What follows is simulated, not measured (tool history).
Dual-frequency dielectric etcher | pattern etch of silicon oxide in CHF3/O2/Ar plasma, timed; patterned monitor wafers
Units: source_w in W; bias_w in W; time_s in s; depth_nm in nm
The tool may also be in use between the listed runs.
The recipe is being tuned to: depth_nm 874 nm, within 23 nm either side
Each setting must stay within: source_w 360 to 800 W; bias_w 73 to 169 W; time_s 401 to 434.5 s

{"run": 1, "hour": 0.0, "source_w": 580, "bias_w": 121, "time_s": 434.5, "depth_nm": 770.77}
{"run": 2, "hour": 5.5, "source_w": 580, "bias_w": 104, "time_s": 434.5, "depth_nm": 746.36}
{"run": 3, "hour": 10.0, "source_w": 630, "bias_w": 104, "time_s": 434.5, "depth_nm": 766.97}
{"run": 4, "hour": 18.3, "source_w": 640, "bias_w": 106, "time_s": 434.5, "depth_nm": 775.12}
{"run": 5, "hour": 24.8, "source_w": 650, "bias_w": 108, "time_s": 434.5, "depth_nm": 784.24}
{"run": 6, "hour": 26.0, "source_w": 650, "bias_w": 90, "time_s": 434.5, "depth_nm": 755.08}
{"run": 7, "hour": 34.3, "source_w": 670, "bias_w": 93, "time_s": 434.5, "depth_nm": 767.74}
{"run": 8, "hour": 39.1, "source_w": 680, "bias_w": 95, "time_s": 434.5, "depth_nm": 774.29}
{"run": 9, "hour": 47.4, "source_w": 680, "bias_w": 95, "time_s": 434.5, "depth_nm": 775.55}
{"run": 10, "hour": 49.5, "source_w": 690, "bias_w": 97, "time_s": 434.5, "depth_nm": 782.68}
{"run": 11, "hour": 52.8, "source_w": 700, "bias_w": 99, "time_s": 434.5, "depth_nm": 793.8}
{"run": 12, "hour": 57.3, "source_w": 710, "bias_w": 101, "time_s": 434.5, "depth_nm": 796.14}
{"run": 13, "hour": 60.5, "source_w": 720, "bias_w": 103, "time_s": 434.5, "depth_nm": 806.8}
{"run": 14, "hour": 68.6, "source_w": 730, "bias_w": 105, "time_s": 434.5, "depth_nm": 814.93}
{"run": 15, "hour": 76.0, "source_w": 730, "bias_w": 105, "time_s": 434.5, "depth_nm": 814.34}
{"run": 16, "hour": 79.3, "source_w": 740, "bias_w": 106, "time_s": 434.5, "depth_nm": 817.01}
{"run": 17, "hour": 80.5, "source_w": 750, "bias_w": 108, "time_s": 434.5, "depth_nm": 822.6}
{"run": 18, "hour": 88.0, "source_w": 750, "bias_w": 108, "time_s": 434.5, "depth_nm": 826.73}
{"run": 19, "hour": 96.1, "source_w": 760, "bias_w": 109, "time_s": 434.5, "depth_nm": 831.99}
{"run": 20, "hour": 96.9, "source_w": 760, "bias_w": 110, "time_s": 434.5, "depth_nm": 831.46}
{"run": 21, "hour": 98.7, "source_w": 760, "bias_w": 112, "time_s": 434.5, "depth_nm": 834.14}
{"run": 22, "hour": 104.1, "source_w": 760, "bias_w": 113, "time_s": 434.5, "depth_nm": 836.48}

Which of these 4 next moves meets every target?
{"run": "A", "hour": 109.5, "source_w": 730, "bias_w": 145, "time_s": 416, "depth_nm": "?"}
{"run": "B", "hour": 109.5, "source_w": 800, "bias_w": 86, "time_s": 434.5, "depth_nm": "?"}
{"run": "C", "hour": 109.5, "source_w": 800, "bias_w": 150, "time_s": 416.5, "depth_nm": "?"}
{"run": "D", "hour": 109.5, "source_w": 780, "bias_w": 127, "time_s": 416.5, "depth_nm": "?"}

move=A depth_nm=832.03
move=B depth_nm=807.53
move=C depth_nm=867.99
move=D depth_nm=828.31
A: lands further from the targets than the last run did
B: lands further from the targets than the last run did
C: in spec on every target
D: lands further from the targets than the last run did
So the answer is move C, the one that meets all the targets.
